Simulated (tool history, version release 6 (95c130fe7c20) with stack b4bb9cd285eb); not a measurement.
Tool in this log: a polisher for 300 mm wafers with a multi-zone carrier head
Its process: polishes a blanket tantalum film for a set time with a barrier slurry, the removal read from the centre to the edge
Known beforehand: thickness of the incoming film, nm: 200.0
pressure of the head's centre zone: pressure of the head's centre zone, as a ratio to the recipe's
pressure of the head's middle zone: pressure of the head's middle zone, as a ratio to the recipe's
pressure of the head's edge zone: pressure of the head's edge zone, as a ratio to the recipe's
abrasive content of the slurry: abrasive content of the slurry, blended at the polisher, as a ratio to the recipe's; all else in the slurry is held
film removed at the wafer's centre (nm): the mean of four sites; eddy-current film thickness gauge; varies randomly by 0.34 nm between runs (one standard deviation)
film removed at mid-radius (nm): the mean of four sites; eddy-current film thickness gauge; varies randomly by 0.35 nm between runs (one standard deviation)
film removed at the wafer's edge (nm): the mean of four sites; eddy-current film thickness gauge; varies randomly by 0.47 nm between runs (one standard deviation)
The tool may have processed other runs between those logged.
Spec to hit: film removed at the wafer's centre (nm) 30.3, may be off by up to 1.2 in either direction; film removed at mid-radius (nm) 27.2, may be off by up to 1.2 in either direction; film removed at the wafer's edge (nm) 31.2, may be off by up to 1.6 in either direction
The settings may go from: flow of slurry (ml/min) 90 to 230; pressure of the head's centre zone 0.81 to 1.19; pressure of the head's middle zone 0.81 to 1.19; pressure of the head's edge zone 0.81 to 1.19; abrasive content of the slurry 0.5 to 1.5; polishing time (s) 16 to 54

run	hour	flow of slurry (ml/min)	pressure of the head's centre zone	pressure of the head's middle zone	pressure of the head's edge zone	abrasive content of the slurry	polishing time (s)	film removed at the wafer's centre (nm)	film removed at mid-radius (nm)	film removed at the wafer's edge (nm)
1	0	150	1	1	1	1	35	54.703	56.373	56.946
2	1	145	1	0.98	0.99	0.95	33	50.306	51.332	52.686
3	4.1	145	1	0.96	0.98	0.9	31	47.385	47.344	47.121
4	5.5	140	1	0.94	1	0.85	30	44.24	44.202	44.275
5	11.3	140	1	0.94	1.03	0.85	30	44.513	44.096	45.522
6	17.1	135	1	0.92	1.05	0.8	29	40.583	39.394	42.352
7	25.2	135	1	0.91	1.06	0.75	28	38.481	37.585	40.277
8	29.8	105	1.03	0.81	1.07	0.5	22	23.167	19.988	24.986
9	34.4	115	1.03	0.82	1.07	0.5	22	23.53	20.58	24.045
10	37.9	115	1.04	0.83	1.08	0.55	22	25.3	22.717	26.357
11	46.4	115	1.05	0.83	1.09	0.55	22	25.87	22.082	26.197
12	48.5	120	1.05	0.84	1.1	0.55	22	25.81	22.86	26.316
13	56.2	120	1.05	0.84	1.11	0.55	22	26.035	22.23	26.741
14	57.8	160	1.06	0.94	1.19	0.75	23	34.213	31.809	34.834
15	65.7	155	1.06	0.94	1.19	0.75	23	33.941	31.9	34.96
16	69.1	135	1.04	0.84	1.11	0.55	22	25.724	22.82	27.369
17	72.1	140	1.05	0.85	1.12	0.55	22	26.855	23.368	27.216
18	74.7	145	1.05	0.86	1.13	0.55	22	26.612	23.392	26.719

Of the 5 settings listed for the next run, only one would bring every result within its allowed miss of target. Which one?
A	77.3	175	1.06	0.89	1.18	0.55	24	?	?	?
B	77.3	140	0.99	0.82	1.15	0.6	23	?	?	?
C	77.3	130	1.02	0.96	1.05	0.6	25	?	?	?
D	77.3	120	0.98	0.88	1.11	0.55	26	?	?	?
E	77.3	155	1.18	0.86	1.12	0.5	24	?	?	?

move	film removed at the wafer's centre (nm)	film removed at mid-radius (nm)	film removed at the wafer's edge (nm)
A	30.342	26.899	31.202
B	27.928	25.142	30.839
C	30.973	30.283	32.124
D	28.777	27.571	31.907
E	30.854	23.997	28.094
A: all results land within tolerance of their targets
B: gains on the last run, yet a result remains outside its allowed miss
C: carries the result that was furthest off beyond its target, to the other side
D: puts the biggest miss on target and leaves a different result outside tolerance
E: gains on the last run, yet a result remains outside its allowed miss
Go with A: it meets all targets.
